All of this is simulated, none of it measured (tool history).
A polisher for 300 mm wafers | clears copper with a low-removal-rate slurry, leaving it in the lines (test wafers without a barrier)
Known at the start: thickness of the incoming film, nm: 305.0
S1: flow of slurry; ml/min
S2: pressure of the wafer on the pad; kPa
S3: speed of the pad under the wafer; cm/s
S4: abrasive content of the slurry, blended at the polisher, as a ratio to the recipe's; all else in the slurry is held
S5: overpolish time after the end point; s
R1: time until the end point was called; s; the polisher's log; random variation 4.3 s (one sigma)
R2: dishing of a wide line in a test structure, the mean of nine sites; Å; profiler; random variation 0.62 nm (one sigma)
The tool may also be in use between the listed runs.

| run | hour | S1 | S2 | S3 | S4 | S5 | R1 | R2 |
|---|---|---|---|---|---|---|---|---|
| 1 | 0.0 | 295 | 14.5 | 98 | 1.0 | 21 | 137.84 | 311.86 |
| 2 | 4.2 | 295 | 14.5 | 76 | 1.0 | 21 | 177.65 | 258.53 |
| 3 | 9.2 | 295 | 14.5 | 76 | 0.9 | 21 | 180.38 | 254.29 |
| 4 | 14.9 | 295 | 13.1 | 74 | 0.9 | 24 | 201.75 | 258.04 |
| 5 | 23.3 | 295 | 11.7 | 72 | 0.9 | 26 | 236.08 | 247.84 |
| 6 | 28.5 | 295 | 11.7 | 72 | 0.9 | 29 | 230.15 | 264.06 |
| 7 | 33.4 | 295 | 11.0 | 72 | 0.9 | 31 | 253.20 | 266.93 |
| 8 | 34.7 | 295 | 10.3 | 72 | 0.9 | 32 | 259.83 | 255.89 |

Forecast run 9:
| 9 | 35.4 | 295 | 9.7 | 72 | 0.9 | 33 | ? | ? |

Run 9 gave R1 283.50 s, R2 253.37 Å.
